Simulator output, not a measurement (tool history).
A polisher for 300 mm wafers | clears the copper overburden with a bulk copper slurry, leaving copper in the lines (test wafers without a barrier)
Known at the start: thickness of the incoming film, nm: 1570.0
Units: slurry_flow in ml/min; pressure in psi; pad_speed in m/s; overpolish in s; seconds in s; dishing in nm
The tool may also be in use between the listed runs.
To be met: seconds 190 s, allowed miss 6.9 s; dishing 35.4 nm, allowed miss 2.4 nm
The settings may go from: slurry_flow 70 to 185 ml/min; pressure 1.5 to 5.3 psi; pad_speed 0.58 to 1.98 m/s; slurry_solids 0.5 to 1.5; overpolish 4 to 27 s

run  hour  slurry_flow  pressure  pad_speed  slurry_solids  overpolish  seconds  dishing
  1     0          120       3.4       1.28              1          14   111.69   50.878
  2   3.2          120       3.4       1.28           0.85          14   118.88   50.211
  3   7.9          135       3.4       1.28           0.85          14   114.55   49.934
  4  16.6          165       3.4       1.28           0.85          14    109.6   49.836
  5  25.6          165       3.4       1.28           0.75          14   114.16   50.181
  6  32.4          185       3.4       1.28           0.75          14   112.97   49.403
  7  39.4          185       2.8       1.28            0.8          11   134.18   45.075
  8    40          185       2.4        1.3           0.85           9   150.29   40.647
  9  40.8          155       1.8        1.3            0.9           6   199.76   27.204
 10  46.3          160       1.8       1.28            0.9           8   203.45   31.767
 11    55          165       1.8       1.28            0.9           8   199.05   31.803
 12  57.9          170       1.8       1.28            0.9           9   200.32    33.67
 13  60.6          175       1.8       1.28            0.9           9   197.88   34.032
 14  61.4          180       1.8       1.28            0.9           9   197.12   33.753

4 next moves are on the table. One of them brings every result within its allowed miss. Which?
  A  62.2          175       1.8       1.28           1.05           7        ?        ?
  B  62.2          155       1.9       1.26              1           9        ?        ?
  C  62.2          170       1.9       1.18           0.75          11        ?        ?
  D  62.2          175         2       1.12            0.9          11        ?        ?

move  seconds  dishing
   A   188.95   31.562
   B   188.36   36.381
   C   212.92   37.764
   D   202.46   38.869
A: brings the result that was furthest off to its target, and leaves another outside
B: meets every target
C: further off than the last run
D: further off than the last run
Answer: B
